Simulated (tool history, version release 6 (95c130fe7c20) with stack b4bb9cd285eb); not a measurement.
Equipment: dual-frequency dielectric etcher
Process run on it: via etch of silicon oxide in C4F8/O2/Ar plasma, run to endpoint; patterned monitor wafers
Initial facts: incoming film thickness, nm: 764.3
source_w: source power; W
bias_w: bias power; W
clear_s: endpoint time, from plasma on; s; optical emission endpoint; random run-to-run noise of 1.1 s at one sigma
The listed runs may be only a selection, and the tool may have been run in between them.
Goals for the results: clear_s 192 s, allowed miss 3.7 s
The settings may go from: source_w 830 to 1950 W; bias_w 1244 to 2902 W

run  hour  source_w  bias_w  clear_s
  1     0      1390    2073   181.79
  2   6.7      1600    2073   169.14
  3    10      1600    2210   164.77
  4  12.9      1600    2550    160.6
  5  16.8      1600    2902   152.35
  6  21.8      1370    2830   164.46
  7  25.8      1210    2778   177.06
  8  33.9       980    2728   199.54
  9  35.4       980    2728   200.23
 10  44.3      1130    2776   182.05

Exactly one of the 5 candidate moves below puts every result within its allowed miss. Which one?
  A  53.2      1170    2902        ?
  B  53.2       980    2567        ?
  C  53.2      1010    2829        ?
  D  53.2      1290    2902        ?
  E  53.2       960    2710        ?

move  clear_s
   A   177.32
   B   201.67
   C   192.43
   D   169.12
   E    200.3
A: misses by more than the last run did
B: takes the biggest miss from the last run beyond its target
C: every result lands within tolerance
D: misses by more than the last run did
E: takes the biggest miss from the last run beyond its target
Go with C: it meets all targets.

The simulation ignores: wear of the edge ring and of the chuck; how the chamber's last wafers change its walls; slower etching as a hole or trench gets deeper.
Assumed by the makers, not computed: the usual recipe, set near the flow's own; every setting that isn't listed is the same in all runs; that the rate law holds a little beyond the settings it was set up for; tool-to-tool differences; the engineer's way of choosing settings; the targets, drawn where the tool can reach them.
